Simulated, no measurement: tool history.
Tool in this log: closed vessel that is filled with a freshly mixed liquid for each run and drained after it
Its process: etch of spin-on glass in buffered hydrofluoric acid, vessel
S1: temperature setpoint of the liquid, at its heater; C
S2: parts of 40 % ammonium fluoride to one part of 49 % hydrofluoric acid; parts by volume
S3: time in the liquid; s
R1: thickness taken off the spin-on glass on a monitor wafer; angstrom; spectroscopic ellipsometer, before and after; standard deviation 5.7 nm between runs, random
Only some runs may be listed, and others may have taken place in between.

{"run": 1, "hour": 0.0, "S1": 24.0, "S2": 17.0, "S3": 100, "R1": 2770.2}
{"run": 2, "hour": 7.9, "S1": 25.0, "S2": 16.0, "S3": 100, "R1": 3061.8}
{"run": 3, "hour": 12.5, "S1": 25.0, "S2": 20.0, "S3": 100, "R1": 2477.2}
{"run": 4, "hour": 14.6, "S1": 23.0, "S2": 20.0, "S3": 100, "R1": 2209.7}
{"run": 5, "hour": 15.6, "S1": 26.5, "S2": 20.0, "S3": 100, "R1": 2680.3}
{"run": 6, "hour": 23.1, "S1": 26.5, "S2": 21.5, "S3": 100, "R1": 2550.0}
{"run": 7, "hour": 29.2, "S1": 27.5, "S2": 19.5, "S3": 100, "R1": 2955.8}
{"run": 8, "hour": 36.7, "S1": 31.5, "S2": 14.0, "S3": 100, "R1": 4912.4}
{"run": 9, "hour": 41.9, "S1": 31.5, "S2": 13.0, "S3": 100, "R1": 5256.4}

What does the tool deliver on the next run?
{"run": 10, "hour": 50.2, "S1": 31.5, "S2": 12.5, "S3": 100, "R1": "?"}

For run 10 the tool returned R1 5443.3 angstrom.

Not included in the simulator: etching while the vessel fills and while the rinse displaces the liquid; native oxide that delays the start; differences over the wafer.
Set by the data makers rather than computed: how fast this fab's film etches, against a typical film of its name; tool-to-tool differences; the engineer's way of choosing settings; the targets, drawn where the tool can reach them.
